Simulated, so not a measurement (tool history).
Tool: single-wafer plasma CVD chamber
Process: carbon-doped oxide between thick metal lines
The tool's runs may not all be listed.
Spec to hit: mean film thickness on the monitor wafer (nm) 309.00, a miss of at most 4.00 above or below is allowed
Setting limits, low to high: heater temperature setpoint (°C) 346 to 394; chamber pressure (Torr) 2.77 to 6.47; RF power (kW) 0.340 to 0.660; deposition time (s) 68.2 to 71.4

| run | day | heater temperature setpoint (°C) | chamber pressure (Torr) | RF power (kW) | deposition time (s) | mean film thickness on the monitor wafer (nm) |
|---|---|---|---|---|---|---|
| 1 | 0.000 | 370 | 4.62 | 0.500 | 71.4 | 336.90 |
| 2 | 0.246 | 374 | 4.22 | 0.495 | 71.4 | 328.34 |
| 3 | 0.350 | 369 | 4.22 | 0.495 | 71.4 | 330.87 |
| 4 | 0.471 | 369 | 4.22 | 0.495 | 68.2 | 317.70 |
| 5 | 0.579 | 370 | 4.08 | 0.495 | 68.2 | 313.27 |
| 6 | 0.875 | 370 | 4.08 | 0.525 | 68.2 | 330.91 |
| 7 | 1.208 | 372 | 3.72 | 0.520 | 68.2 | 321.63 |
| 8 | 1.442 | 374 | 3.53 | 0.520 | 68.2 | 318.39 |
| 9 | 1.579 | 376 | 3.39 | 0.520 | 68.2 | 316.44 |

5 candidate next runs follow, results not yet known. Just one meets every target within its allowed miss. Identify it.
| A | 1.717 | 383 | 3.12 | 0.515 | 69.1 | ? |
| B | 1.717 | 371 | 2.91 | 0.490 | 68.2 | ? |
| C | 1.717 | 376 | 3.11 | 0.500 | 68.2 | ? |
| D | 1.717 | 388 | 3.00 | 0.510 | 68.2 | ? |
| E | 1.717 | 377 | 3.09 | 0.465 | 71.4 | ? |

| move | mean film thickness on the monitor wafer (nm) |
|---|---|
| A | 309.85 |
| B | 298.55 |
| C | 302.35 |
| D | 299.71 |
| E | 296.54 |
A: hits every target within its allowed miss
B: moves the result that the last run missed by most past its target, out the other side
C: moves the result that the last run missed by most past its target, out the other side
D: moves the result that the last run missed by most past its target, out the other side
E: moves the result that the last run missed by most past its target, out the other side
Answer: A

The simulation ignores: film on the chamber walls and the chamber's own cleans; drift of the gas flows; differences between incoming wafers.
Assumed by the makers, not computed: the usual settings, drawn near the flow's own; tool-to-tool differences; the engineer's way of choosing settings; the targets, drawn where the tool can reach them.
